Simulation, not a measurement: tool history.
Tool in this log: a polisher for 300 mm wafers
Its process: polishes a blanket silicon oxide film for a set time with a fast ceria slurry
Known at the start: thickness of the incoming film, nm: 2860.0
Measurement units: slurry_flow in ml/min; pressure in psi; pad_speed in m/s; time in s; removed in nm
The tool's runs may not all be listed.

| run | hour | slurry_flow | pressure | pad_speed | time | removed |
|---|---|---|---|---|---|---|
| 1 | 0 | 225 | 2.8 | 0.82 | 118 | 1504.5 |
| 2 | 0.7 | 225 | 2.8 | 0.94 | 118 | 1686.4 |
| 3 | 4 | 195 | 2.8 | 0.94 | 118 | 1653.3 |
| 4 | 6.4 | 250 | 2.8 | 0.94 | 118 | 1704.4 |
| 5 | 11.2 | 245 | 2.4 | 0.92 | 118 | 1435 |
| 6 | 15.8 | 240 | 2.1 | 0.92 | 118 | 1254.8 |
| 7 | 17.4 | 235 | 1.9 | 0.92 | 118 | 1140.3 |
| 8 | 19.8 | 225 | 1.8 | 0.92 | 118 | 1077.3 |
| 9 | 24.5 | 225 | 1.8 | 0.92 | 118 | 1073.5 |
| 10 | 27.4 | 205 | 1.4 | 0.92 | 118 | 831.65 |

Predict the results of run 11:
| 11 | 35.9 | 220 | 1.4 | 0.92 | 118 | ? |

removed: 844.37 nm
